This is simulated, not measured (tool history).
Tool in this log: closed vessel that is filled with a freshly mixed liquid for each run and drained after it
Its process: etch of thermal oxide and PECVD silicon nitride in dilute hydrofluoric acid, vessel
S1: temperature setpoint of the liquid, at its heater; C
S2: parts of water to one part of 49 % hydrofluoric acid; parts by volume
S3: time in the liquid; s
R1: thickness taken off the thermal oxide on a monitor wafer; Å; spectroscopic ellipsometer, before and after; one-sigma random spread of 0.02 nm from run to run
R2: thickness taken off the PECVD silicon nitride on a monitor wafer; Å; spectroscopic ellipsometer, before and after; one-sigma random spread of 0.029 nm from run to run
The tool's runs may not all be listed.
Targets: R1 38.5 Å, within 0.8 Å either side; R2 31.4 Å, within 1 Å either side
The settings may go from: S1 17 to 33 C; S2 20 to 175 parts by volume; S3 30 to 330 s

| run | hour | S1 | S2 | S3 | R1 | R2 |
|---|---|---|---|---|---|---|
| 1 | 0 | 25 | 95 | 170 | 97.384 | 82.333 |
| 2 | 1.8 | 25 | 95 | 135 | 76.559 | 65.079 |
| 3 | 8.3 | 25 | 115 | 135 | 62.885 | 54.242 |
| 4 | 16.8 | 24.5 | 120 | 135 | 58.906 | 50.048 |
| 5 | 21.7 | 24.5 | 90 | 135 | 79.834 | 66.565 |
| 6 | 30.3 | 24.5 | 90 | 105 | 62.998 | 52.43 |
| 7 | 37.7 | 24 | 100 | 105 | 54.946 | 44.621 |
| 8 | 43.2 | 24 | 105 | 105 | 51.439 | 43.319 |
| 9 | 46.3 | 23.5 | 105 | 105 | 50.899 | 41.402 |
|  | 47.3 | hydrofluoric acid flow meter replaced |
| 10 | 47.3 | 23.5 | 110 | 105 | 42.341 | 35.777 |
| 11 | 50.6 | 23 | 110 | 105 | 41.82 | 34.775 |

Pick the move, out of 4, that brings all results within their allowed miss; only one does.
| A | 53.9 | 24 | 130 | 135 | ? | ? |
| B | 53.9 | 23.5 | 140 | 125 | ? | ? |
| C | 53.9 | 28 | 110 | 75 | ? | ? |
| D | 53.9 | 21 | 145 | 145 | ? | ? |

| move | R1 | R2 |
|---|---|---|
| A | 45.682 | 39.708 |
| B | 38.08 | 33.078 |
| C | 35.845 | 33.684 |
| D | 38.463 | 31.454 |
A: misses by more than the last run did
B: the furthest-off result lands on target, but another misses its tolerance
C: pushes the last run's worst result past its target
D: every result lands within tolerance
D is the move that brings every result within its allowed miss.

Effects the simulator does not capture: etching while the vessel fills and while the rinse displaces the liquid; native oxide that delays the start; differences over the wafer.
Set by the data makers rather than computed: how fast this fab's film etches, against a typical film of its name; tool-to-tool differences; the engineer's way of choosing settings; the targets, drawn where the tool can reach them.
